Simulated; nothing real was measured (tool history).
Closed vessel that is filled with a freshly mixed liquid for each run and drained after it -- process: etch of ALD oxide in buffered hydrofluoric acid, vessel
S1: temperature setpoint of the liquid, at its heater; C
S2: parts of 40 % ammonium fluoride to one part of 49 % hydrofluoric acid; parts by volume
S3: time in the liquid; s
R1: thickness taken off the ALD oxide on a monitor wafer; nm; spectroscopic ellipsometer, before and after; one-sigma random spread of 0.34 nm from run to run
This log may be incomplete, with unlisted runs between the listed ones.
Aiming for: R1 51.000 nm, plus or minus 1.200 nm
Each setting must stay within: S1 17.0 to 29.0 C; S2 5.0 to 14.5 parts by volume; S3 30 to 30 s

| run | day | S1 | S2 | S3 | R1 |
|---|---|---|---|---|---|
| 1 | 0.000 | 21.0 | 9.0 | 30 | 69.918 |
| 2 | 0.212 | 21.0 | 9.0 | 30 | 70.371 |
| 3 | 0.308 | 21.0 | 7.5 | 30 | 82.900 |
| 4 | 0.692 | 20.0 | 8.0 | 30 | 73.553 |
| 5 | 0.783 | 20.0 | 8.0 | 30 | 72.922 |
| 6 | 1.096 | 20.0 | 9.5 | 30 | 63.280 |
| 7 | 1.258 | 19.5 | 9.5 | 30 | 62.393 |
| 8 | 1.608 | 19.0 | 9.5 | 30 | 59.966 |
| 9 | 1.917 | 18.5 | 9.5 | 30 | 58.575 |
| 10 | 2.229 | 18.0 | 9.5 | 30 | 56.399 |
| 11 | 2.600 | 17.5 | 10.0 | 30 | 52.248 |

Of the 4 settings listed for the next run, only one would bring every result within its allowed miss of target. Which one?
| A | 2.971 | 19.0 | 10.5 | 30 | ? |
| B | 2.971 | 17.0 | 10.0 | 30 | ? |
| C | 2.971 | 17.5 | 9.5 | 30 | ? |
| D | 2.971 | 17.0 | 9.5 | 30 | ? |

| move | R1 |
|---|---|
| A | 53.910 |
| B | 50.470 |
| C | 54.595 |
| D | 53.060 |
A: lands further from the targets than the last run did
B: hits every target within its allowed miss
C: lands further from the targets than the last run did
D: lands further from the targets than the last run did
Move B is the one to make.
